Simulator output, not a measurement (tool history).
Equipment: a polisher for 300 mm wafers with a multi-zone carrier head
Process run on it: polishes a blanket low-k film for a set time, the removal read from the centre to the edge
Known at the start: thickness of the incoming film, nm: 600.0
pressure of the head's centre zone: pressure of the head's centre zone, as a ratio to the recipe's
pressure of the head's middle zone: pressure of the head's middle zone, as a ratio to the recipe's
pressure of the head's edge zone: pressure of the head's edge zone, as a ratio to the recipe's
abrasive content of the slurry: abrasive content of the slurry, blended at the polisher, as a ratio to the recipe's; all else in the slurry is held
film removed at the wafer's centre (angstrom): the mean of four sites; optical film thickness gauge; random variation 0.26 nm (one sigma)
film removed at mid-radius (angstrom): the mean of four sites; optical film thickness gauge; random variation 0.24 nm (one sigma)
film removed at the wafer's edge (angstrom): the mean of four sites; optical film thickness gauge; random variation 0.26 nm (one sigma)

run    day  flow of slurry (ml/min)  pressure of the head's centre zone  pressure of the head's middle zone  pressure of the head's edge zone  abrasive content of the slurry  polishing time (s)  film removed at the wafer's centre (angstrom)  film removed at mid-radius (angstrom)  film removed at the wafer's edge (angstrom)
  1      0                      275                                   1                                   1                                 1                               1                  54                                         235.76                                 249.38                                       249.67
  2  0.325                      280                                   1                                0.99                              1.06                             1.1                  54                                         244.93                                 258.71                                        265.1
  3  0.596                      280                                   1                                0.99                              1.06                               1                  54                                         239.64                                 244.59                                       259.75
  4  0.733                      280                                   1                                0.99                              1.06                               1                  41                                         180.57                                 190.89                                       196.17
  5   1.05                      275                                0.99                                0.97                               1.1                            1.15                  46                                         211.22                                 217.95                                       232.78
  6    1.1                      220                                0.99                                0.97                               1.1                            1.15                  46                                         200.37                                 210.01                                       225.97
  7    1.2                      245                                0.98                                0.96                              1.13                            1.25                  49                                         218.96                                 230.97                                        256.4
  8  1.258                      275                                0.99                                0.97                              1.15                            1.35                  50                                         238.27                                 245.38                                       267.79
  9  1.517                      280                                0.98                                0.97                              1.16                             1.4                  52                                         251.02                                 262.13                                       284.62
 10  1.771                      290                                0.97                                0.96                              1.17                            1.45                  54                                         263.93                                 271.98                                       300.77
 11  1.896                      295                                0.96                                0.96                              1.18                            1.45                  55                                         265.86                                 278.02                                       312.13

Run 12, settings as shown, results not yet in. Your forecast:
 12  1.933                      310                                0.96                                0.96                              1.18                            1.45                  55                                              ?                                      ?                                            ?

Run 12 came out at film removed at the wafer's centre (angstrom) 265.15, film removed at mid-radius (angstrom) 278.71, film removed at the wafer's edge (angstrom) 311.

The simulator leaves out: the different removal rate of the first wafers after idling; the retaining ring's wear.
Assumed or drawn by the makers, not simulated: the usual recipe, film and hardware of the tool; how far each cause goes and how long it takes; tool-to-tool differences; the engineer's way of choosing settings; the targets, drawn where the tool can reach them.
